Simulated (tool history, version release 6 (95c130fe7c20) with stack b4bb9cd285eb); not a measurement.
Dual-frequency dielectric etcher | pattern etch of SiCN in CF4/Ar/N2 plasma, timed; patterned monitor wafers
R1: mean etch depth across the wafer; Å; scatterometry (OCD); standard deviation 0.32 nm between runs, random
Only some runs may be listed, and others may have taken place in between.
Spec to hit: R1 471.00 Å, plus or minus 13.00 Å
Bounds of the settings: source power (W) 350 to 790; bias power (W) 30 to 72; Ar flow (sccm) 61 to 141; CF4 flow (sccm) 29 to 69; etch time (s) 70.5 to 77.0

run 1 hour=0.0 | source_power_(W)=570 bias_power_(W)=51 Ar_flow_(sccm)=101 CF4_flow_(sccm)=49 etch_time_(s)=77.0 | R1=719.54
run 2 hour=7.9 | source_power_(W)=570 bias_power_(W)=51 Ar_flow_(sccm)=90 CF4_flow_(sccm)=49 etch_time_(s)=77.0 | R1=737.84
run 3 hour=8.5 | source_power_(W)=530 bias_power_(W)=48 Ar_flow_(sccm)=92 CF4_flow_(sccm)=48 etch_time_(s)=77.0 | R1=671.38
run 4 hour=12.8 | source_power_(W)=500 bias_power_(W)=46 Ar_flow_(sccm)=93 CF4_flow_(sccm)=48 etch_time_(s)=77.0 | R1=622.95
run 5 hour=20.8 | source_power_(W)=470 bias_power_(W)=45 Ar_flow_(sccm)=94 CF4_flow_(sccm)=48 etch_time_(s)=77.0 | R1=585.91
run 6 hour=27.5 | source_power_(W)=450 bias_power_(W)=45 Ar_flow_(sccm)=94 CF4_flow_(sccm)=48 etch_time_(s)=77.0 | R1=564.41
run 7 hour=35.7 | source_power_(W)=430 bias_power_(W)=45 Ar_flow_(sccm)=94 CF4_flow_(sccm)=48 etch_time_(s)=77.0 | R1=543.76
run 8 hour=38.0 | source_power_(W)=410 bias_power_(W)=45 Ar_flow_(sccm)=94 CF4_flow_(sccm)=48 etch_time_(s)=77.0 | R1=525.70
run 9 hour=42.3 | source_power_(W)=400 bias_power_(W)=45 Ar_flow_(sccm)=94 CF4_flow_(sccm)=48 etch_time_(s)=77.0 | R1=520.26
run 10 hour=45.5 | source_power_(W)=390 bias_power_(W)=45 Ar_flow_(sccm)=94 CF4_flow_(sccm)=48 etch_time_(s)=77.0 | R1=504.28
run 11 hour=48.1 | source_power_(W)=390 bias_power_(W)=45 Ar_flow_(sccm)=94 CF4_flow_(sccm)=48 etch_time_(s)=77.0 | R1=500.97
run 12 hour=56.4 | source_power_(W)=380 bias_power_(W)=45 Ar_flow_(sccm)=94 CF4_flow_(sccm)=48 etch_time_(s)=77.0 | R1=497.45
run 13 hour=62.9 | source_power_(W)=370 bias_power_(W)=45 Ar_flow_(sccm)=94 CF4_flow_(sccm)=48 etch_time_(s)=77.0 | R1=481.93

Which one of the following 4 next-run settings gets every result inside its allowed miss? There is exactly one.
run A hour=69.4 | source_power_(W)=370 bias_power_(W)=47 Ar_flow_(sccm)=91 CF4_flow_(sccm)=45 etch_time_(s)=74.0 | R1=?
run B hour=69.4 | source_power_(W)=380 bias_power_(W)=49 Ar_flow_(sccm)=103 CF4_flow_(sccm)=46 etch_time_(s)=77.0 | R1=?
run C hour=69.4 | source_power_(W)=380 bias_power_(W)=49 Ar_flow_(sccm)=95 CF4_flow_(sccm)=47 etch_time_(s)=75.5 | R1=?
run D hour=69.4 | source_power_(W)=400 bias_power_(W)=35 Ar_flow_(sccm)=88 CF4_flow_(sccm)=44 etch_time_(s)=76.0 | R1=?

move=A R1=476.13
move=B R1=508.78
move=C R1=507.14
move=D R1=438.31
A: every result lands within tolerance
B: further off than the last run
C: further off than the last run
D: carries the result that was furthest off beyond its target, to the other side
Move A is the one to make.

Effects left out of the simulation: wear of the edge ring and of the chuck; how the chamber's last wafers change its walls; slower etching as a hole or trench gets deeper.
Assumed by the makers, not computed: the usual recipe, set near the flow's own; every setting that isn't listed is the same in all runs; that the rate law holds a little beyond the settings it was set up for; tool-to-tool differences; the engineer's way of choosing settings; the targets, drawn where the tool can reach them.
